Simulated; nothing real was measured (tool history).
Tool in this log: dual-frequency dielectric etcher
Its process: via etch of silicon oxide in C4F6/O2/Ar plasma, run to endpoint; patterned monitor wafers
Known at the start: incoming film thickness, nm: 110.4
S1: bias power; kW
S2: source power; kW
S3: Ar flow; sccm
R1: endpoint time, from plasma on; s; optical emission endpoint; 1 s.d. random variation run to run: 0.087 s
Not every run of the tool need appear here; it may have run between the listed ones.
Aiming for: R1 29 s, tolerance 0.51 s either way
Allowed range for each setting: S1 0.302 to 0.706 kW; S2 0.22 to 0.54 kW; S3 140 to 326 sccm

run  hour     S1    S2   S3      R1
  1     0  0.504  0.38  233  24.913
  2   4.8  0.473  0.38  233  25.821
  3   7.2  0.473  0.42  233  24.703
  4  15.2  0.446  0.42  233  25.492
  5  23.1  0.378  0.42  233  27.788
  6  28.8  0.378  0.42  254   28.18
  7    34  0.374  0.42  254  28.452
  8  37.1  0.371  0.42  254   28.43

Which single option among these 4 for the next run brings every result within its allowed miss of target? Just one does.
  A  40.2  0.318  0.53  251   ?
  B  40.2  0.391  0.42  247   ?
  C  40.2  0.373  0.45  257   ?
  D  40.2  0.374   0.4  257   ?

move      R1
   A  28.199
   B  27.708
   C  27.769
   D  29.189
A: lands further from the targets than the last run did
B: lands further from the targets than the last run did
C: lands further from the targets than the last run did
D: meets every target
The right move is D.

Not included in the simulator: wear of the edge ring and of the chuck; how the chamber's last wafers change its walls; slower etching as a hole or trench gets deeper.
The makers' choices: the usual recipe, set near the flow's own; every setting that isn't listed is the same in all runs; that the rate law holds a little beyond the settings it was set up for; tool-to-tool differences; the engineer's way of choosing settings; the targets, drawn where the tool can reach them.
